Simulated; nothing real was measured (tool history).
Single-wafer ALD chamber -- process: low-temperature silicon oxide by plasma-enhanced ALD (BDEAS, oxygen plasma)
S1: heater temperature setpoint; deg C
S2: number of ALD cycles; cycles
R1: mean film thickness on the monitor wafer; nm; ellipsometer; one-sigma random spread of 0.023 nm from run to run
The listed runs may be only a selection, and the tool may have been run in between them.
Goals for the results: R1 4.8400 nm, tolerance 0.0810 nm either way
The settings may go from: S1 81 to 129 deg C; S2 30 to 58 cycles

{"run": 1, "day": 0.0, "S1": 105, "S2": 44, "R1": 6.1393}
{"run": 2, "day": 0.062, "S1": 109, "S2": 44, "R1": 6.1237}
{"run": 3, "day": 0.258, "S1": 109, "S2": 38, "R1": 5.2669}
{"run": 4, "day": 0.521, "S1": 110, "S2": 36, "R1": 4.9958}
{"run": 5, "day": 0.562, "S1": 110, "S2": 40, "R1": 5.5617}
{"run": 6, "day": 0.767, "S1": 110, "S2": 39, "R1": 5.4252}
{"run": 7, "day": 0.962, "S1": 110, "S2": 38, "R1": 5.2731}
{"run": 8, "day": 1.304, "S1": 110, "S2": 36, "R1": 4.9955}
{"run": 9, "day": 1.462, "S1": 110, "S2": 36, "R1": 4.9892}

Exercise: of the 4 proposed moves below, exactly one satisfies all targets within the stated allowed misses. Which move is it?
{"run": "A", "day": 1.621, "S1": 113, "S2": 38, "R1": "?"}
{"run": "B", "day": 1.621, "S1": 112, "S2": 38, "R1": "?"}
{"run": "C", "day": 1.621, "S1": 113, "S2": 37, "R1": "?"}
{"run": "D", "day": 1.621, "S1": 108, "S2": 35, "R1": "?"}

move=A R1=5.2866
move=B R1=5.2952
move=C R1=5.1475
move=D R1=4.9088
A: moves away from the targets compared with the last run
B: moves away from the targets compared with the last run
C: moves away from the targets compared with the last run
D: every result within its allowed miss
Answer: D
